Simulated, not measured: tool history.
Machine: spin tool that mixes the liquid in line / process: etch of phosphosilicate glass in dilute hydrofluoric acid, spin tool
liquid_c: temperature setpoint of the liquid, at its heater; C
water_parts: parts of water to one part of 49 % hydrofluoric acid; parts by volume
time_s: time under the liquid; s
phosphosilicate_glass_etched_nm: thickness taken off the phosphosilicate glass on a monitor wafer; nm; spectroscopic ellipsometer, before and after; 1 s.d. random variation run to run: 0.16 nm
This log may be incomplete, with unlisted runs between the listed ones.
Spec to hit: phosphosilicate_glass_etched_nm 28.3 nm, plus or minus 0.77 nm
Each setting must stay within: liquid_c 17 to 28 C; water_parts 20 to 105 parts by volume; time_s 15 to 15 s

| run | hour | liquid_c | water_parts | time_s | phosphosilicate_glass_etched_nm |
|---|---|---|---|---|---|
| 1 | 0 | 20 | 55 | 15 | 14.344 |
| 2 | 2.7 | 20 | 55 | 15 | 14.295 |
| 3 | 9.7 | 20 | 55 | 15 | 14.25 |
| 4 | 15.3 | 20 | 40 | 15 | 19.974 |
| 5 | 22.9 | 21 | 40 | 15 | 20.773 |
| 6 | 24.6 | 21 | 55 | 15 | 14.969 |
| 7 | 33 | 22 | 50 | 15 | 17.373 |
| 8 | 38.6 | 23 | 50 | 15 | 17.779 |
| 9 | 39.4 | 23.5 | 50 | 15 | 18.509 |
| 10 | 43.6 | 24 | 50 | 15 | 18.672 |
| 11 | 51.9 | 24.5 | 50 | 15 | 19.056 |
| 12 | 54.9 | 25 | 50 | 15 | 19.519 |
| 13 | 61.9 | 25.5 | 50 | 15 | 19.909 |
| 14 | 63.7 | 26 | 50 | 15 | 20.405 |
| 15 | 69 | 26.5 | 50 | 15 | 20.807 |
| 16 | 72.9 | 27.5 | 45 | 15 | 24.097 |

Next run, 4 choices. One meets every target within its allowed miss, the rest don't. Which?
| A | 76.8 | 25 | 35 | 15 | ? |
| B | 76.8 | 26 | 40 | 15 | ? |
| C | 76.8 | 27 | 40 | 15 | ? |
| D | 76.8 | 27.5 | 50 | 15 | ? |

| move | phosphosilicate_glass_etched_nm |
|---|---|
| A | 28.484 |
| B | 25.789 |
| C | 26.86 |
| D | 21.611 |
A: meets every target
B: better than the last run, though not everything is in spec
C: better than the last run, though not everything is in spec
D: the biggest miss grows against the last run
Answer: A
